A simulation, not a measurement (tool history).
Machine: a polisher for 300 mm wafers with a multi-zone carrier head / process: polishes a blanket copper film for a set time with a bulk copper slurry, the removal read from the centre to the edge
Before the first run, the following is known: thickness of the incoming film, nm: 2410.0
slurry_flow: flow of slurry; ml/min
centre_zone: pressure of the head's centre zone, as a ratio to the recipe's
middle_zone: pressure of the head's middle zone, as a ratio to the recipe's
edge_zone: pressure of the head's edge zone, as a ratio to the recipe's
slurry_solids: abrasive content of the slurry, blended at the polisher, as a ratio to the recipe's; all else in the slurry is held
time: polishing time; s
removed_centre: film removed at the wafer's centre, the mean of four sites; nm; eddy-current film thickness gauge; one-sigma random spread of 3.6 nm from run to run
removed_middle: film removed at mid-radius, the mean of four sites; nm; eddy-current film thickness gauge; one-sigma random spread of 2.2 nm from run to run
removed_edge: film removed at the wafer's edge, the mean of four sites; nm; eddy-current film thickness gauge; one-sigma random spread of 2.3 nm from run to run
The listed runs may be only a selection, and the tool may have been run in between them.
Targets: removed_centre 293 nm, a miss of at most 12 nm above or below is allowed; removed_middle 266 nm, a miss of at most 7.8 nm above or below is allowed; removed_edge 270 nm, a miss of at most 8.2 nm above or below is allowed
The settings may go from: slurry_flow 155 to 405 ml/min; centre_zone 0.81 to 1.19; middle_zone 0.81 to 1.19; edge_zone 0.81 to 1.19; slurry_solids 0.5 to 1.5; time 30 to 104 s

run  hour  slurry_flow  centre_zone  middle_zone  edge_zone  slurry_solids  time  removed_centre  removed_middle  removed_edge
  1     0          260            1            1          1              1    67           496.1          494.63        490.24
  2   8.1          260         1.05            1          1              1    67           527.2          494.66        493.72
  3   9.5          260         1.05            1          1            1.1    67          533.47          512.98        499.88
  4  13.8          210         1.05            1          1            1.1    67          514.15           486.8        489.84
  5  22.1          215         1.04         0.99       0.97           0.95    60          440.04          419.67        418.62
  6  26.8          215         1.04         0.97       0.94           0.85    56          398.37          378.64        368.11
  7  30.5          205         1.03         0.94       0.92           0.75    54           363.6          337.37        342.78
  8  34.5          210         1.03         0.93        0.9            0.7    52          339.44          309.68        315.81
  9  39.7          210         1.03         0.93       0.88           0.65    52          332.28          309.21        307.18

Exercise: of the 5 proposed moves below, exactly one satisfies all targets within the stated allowed misses. Which move is it?
  A  44.9          155         1.04         0.92       0.85            0.7    47               ?               ?             ?
  B  44.9          255         1.14         0.92       0.81            0.5    46               ?               ?             ?
  C  44.9          300         0.94         1.01       0.92           0.65    61               ?               ?             ?
  D  44.9          180         0.93         0.93       0.98           0.55    55               ?               ?             ?
  E  44.9          250         0.93         1.11       0.81           0.65    50               ?               ?             ?

move  removed_centre  removed_middle  removed_edge
   A          299.22          263.35        272.04
   B          312.85          250.06        247.26
   C           388.2          400.96        385.68
   D          301.66          296.13        320.77
   E             308          348.78        293.39
A: every result within its allowed miss
B: takes the result that was furthest off past its target
C: the biggest miss grows against the last run
D: the biggest miss grows against the last run
E: the biggest miss grows against the last run
Answer: A
